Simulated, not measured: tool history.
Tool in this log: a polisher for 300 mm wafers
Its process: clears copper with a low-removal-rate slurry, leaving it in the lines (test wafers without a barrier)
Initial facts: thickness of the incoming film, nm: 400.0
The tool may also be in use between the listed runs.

run  hour  flow of slurry (ml/min)  pressure of the wafer on the pad (kPa)  speed of the pad under the wafer (cm/s)  abrasive content of the slurry  overpolish time after the end point (s)  time until the end point was called (s)  dishing of a wide line in a test structure (Å)
  1   0.0                      170                                    22.1                                      142                             1.0                                        8                                   97.813                                          291.61
  2   6.5                      170                                    16.5                                      142                             1.0                                        8                                  120.230                                          243.41
  3  13.4                      170                                    16.5                                      156                             1.0                                        8                                  112.500                                          243.78
  4  18.0                      200                                    16.5                                      156                             1.0                                        8                                  106.910                                          251.36
  5  26.7                      185                                    16.5                                      156                             1.0                                        8                                  109.580                                          242.46
  6  29.1                      185                                    16.5                                      156                             1.0                                        4                                  110.990                                          134.80
  7  36.2                      180                                    19.3                                      154                             1.0                                        6                                   99.151                                          220.43
  8  39.3                      180                                    19.3                                      154                             1.0                                        6                                   97.480                                          216.53
  9  43.7                      180                                    21.4                                      152                             1.0                                        7                                   91.606                                          272.76
 10  46.1                      185                                    22.8                                      152                             1.0                                        8                                   87.894                                          314.05
 11  50.3                      185                                    24.1                                      152                             1.0                                        9                                   83.251                                          370.99
 12  53.7                      190                                    24.8                                      152                             1.0                                       10                                   81.678                                          422.54
 13  56.6                      195                                    25.5                                      152                             1.0                                       11                                   77.757                                          453.51
 14  61.8                      190                                    26.2                                      152                             1.0                                       12                                   77.787                                          521.06

For run 15, what comes out?
 15  69.7                      195                                    26.2                                      152                             1.0                                       12                                        ?                                               ?

Run 15 yielded time until the end point was called (s) 77.715, dishing of a wide line in a test structure (Å) 519.73.
